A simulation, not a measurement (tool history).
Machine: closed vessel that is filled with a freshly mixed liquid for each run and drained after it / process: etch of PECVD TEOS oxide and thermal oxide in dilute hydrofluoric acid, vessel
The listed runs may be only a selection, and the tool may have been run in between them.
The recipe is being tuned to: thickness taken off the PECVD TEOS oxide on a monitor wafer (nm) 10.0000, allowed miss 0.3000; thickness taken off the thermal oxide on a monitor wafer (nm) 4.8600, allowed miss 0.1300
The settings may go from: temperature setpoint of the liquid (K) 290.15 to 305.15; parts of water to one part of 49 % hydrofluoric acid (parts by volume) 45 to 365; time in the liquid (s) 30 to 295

run	day	temperature setpoint of the liquid (K)	parts of water to one part of 49 % hydrofluoric acid (parts by volume)	time in the liquid (s)	thickness taken off the PECVD TEOS oxide on a monitor wafer (nm)	thickness taken off the thermal oxide on a monitor wafer (nm)
1	0.000	297.15	205	150	6.4899	3.1336
2	0.262	299.15	195	150	7.3300	3.5699
3	0.400	300.65	190	150	7.9707	3.8681
4	0.488	301.65	185	150	8.6355	4.1391
# day 0.733: thermometer replaced
5	0.733	300.15	185	150	8.5650	4.1836
6	1.058	297.15	185	150	7.5951	3.6580
7	1.133	299.15	180	150	8.5098	4.1330
8	1.512	300.65	180	150	9.0192	4.4072
9	1.558	301.15	180	150	9.1555	4.4418
10	1.800	301.65	180	150	9.2469	4.5550

Exercise: of the 5 proposed moves below, exactly one satisfies all targets within the stated allowed misses. Which move is it?
A	2.042	297.65	170	155	?	?
B	2.042	301.65	175	155	?	?
C	2.042	298.65	180	170	?	?
D	2.042	303.15	130	95	?	?
E	2.042	294.65	210	230	?	?

move	thickness taken off the PECVD TEOS oxide on a monitor wafer (nm)	thickness taken off the thermal oxide on a monitor wafer (nm)
A	8.8556	4.3174
B	9.9028	4.8279
C	9.4132	4.5893
D	9.1394	4.4558
E	9.1062	4.4396
A: lands further from the targets than the last run did
B: every result within its allowed miss
C: gains on the last run, yet a result remains outside its allowed miss
D: lands further from the targets than the last run did
E: lands further from the targets than the last run did
Go with B: it meets all targets.
